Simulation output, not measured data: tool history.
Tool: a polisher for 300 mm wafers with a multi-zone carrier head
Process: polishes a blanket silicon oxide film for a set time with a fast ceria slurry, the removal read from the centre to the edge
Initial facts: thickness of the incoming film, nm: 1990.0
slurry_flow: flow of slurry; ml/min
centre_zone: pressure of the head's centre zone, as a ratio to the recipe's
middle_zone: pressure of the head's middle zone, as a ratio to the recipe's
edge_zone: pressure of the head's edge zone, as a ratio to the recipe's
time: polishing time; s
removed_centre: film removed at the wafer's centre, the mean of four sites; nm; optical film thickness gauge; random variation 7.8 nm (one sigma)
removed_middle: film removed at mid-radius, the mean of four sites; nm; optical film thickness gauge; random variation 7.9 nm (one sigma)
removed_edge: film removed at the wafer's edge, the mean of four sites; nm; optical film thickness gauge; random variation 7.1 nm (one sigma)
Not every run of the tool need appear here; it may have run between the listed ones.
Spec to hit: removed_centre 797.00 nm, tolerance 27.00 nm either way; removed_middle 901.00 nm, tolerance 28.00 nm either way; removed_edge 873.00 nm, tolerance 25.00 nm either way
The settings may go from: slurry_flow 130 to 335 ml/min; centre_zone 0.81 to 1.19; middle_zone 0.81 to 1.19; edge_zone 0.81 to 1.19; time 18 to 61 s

| run | hour | slurry_flow | centre_zone | middle_zone | edge_zone | time | removed_centre | removed_middle | removed_edge |
|---|---|---|---|---|---|---|---|---|---|
| 1 | 0.0 | 215 | 1.00 | 1.00 | 1.00 | 39 | 765.37 | 733.77 | 775.24 |
| 2 | 3.3 | 215 | 1.00 | 1.08 | 1.00 | 39 | 762.95 | 788.69 | 768.52 |
| 3 | 7.9 | 225 | 1.00 | 1.09 | 1.02 | 39 | 763.38 | 787.99 | 788.55 |
| 4 | 8.7 | 225 | 1.00 | 1.09 | 0.94 | 39 | 757.12 | 815.55 | 757.84 |
| 5 | 17.5 | 225 | 1.07 | 1.09 | 0.94 | 39 | 811.80 | 799.54 | 760.47 |
| 6 | 18.5 | 235 | 1.05 | 1.10 | 0.96 | 39 | 792.11 | 803.55 | 784.96 |
| 7 | 26.8 | 245 | 1.05 | 1.11 | 0.96 | 39 | 812.51 | 808.33 | 778.41 |
| 8 | 35.0 | 245 | 1.03 | 1.12 | 0.98 | 39 | 796.94 | 816.81 | 771.68 |
| 9 | 42.2 | 235 | 1.02 | 1.12 | 1.00 | 40 | 791.87 | 840.48 | 807.05 |

Exercise: of the 4 proposed moves below, exactly one satisfies all targets within the stated allowed misses. Which move is it?
| A | 49.4 | 200 | 0.97 | 1.13 | 1.07 | 43 | ? | ? | ? |
| B | 49.4 | 240 | 1.01 | 1.14 | 1.01 | 41 | ? | ? | ? |
| C | 49.4 | 180 | 1.03 | 1.14 | 0.98 | 39 | ? | ? | ? |
| D | 49.4 | 270 | 1.06 | 1.12 | 0.92 | 37 | ? | ? | ? |

| move | removed_centre | removed_middle | removed_edge |
|---|---|---|---|
| A | 801.52 | 899.14 | 889.51 |
| B | 818.38 | 884.81 | 839.80 |
| C | 758.09 | 807.30 | 763.31 |
| D | 787.20 | 798.56 | 732.82 |
A: every result lands within tolerance
B: moves toward the targets from the last run without getting all of them in spec
C: the biggest miss grows against the last run
D: the biggest miss grows against the last run
Answer: A

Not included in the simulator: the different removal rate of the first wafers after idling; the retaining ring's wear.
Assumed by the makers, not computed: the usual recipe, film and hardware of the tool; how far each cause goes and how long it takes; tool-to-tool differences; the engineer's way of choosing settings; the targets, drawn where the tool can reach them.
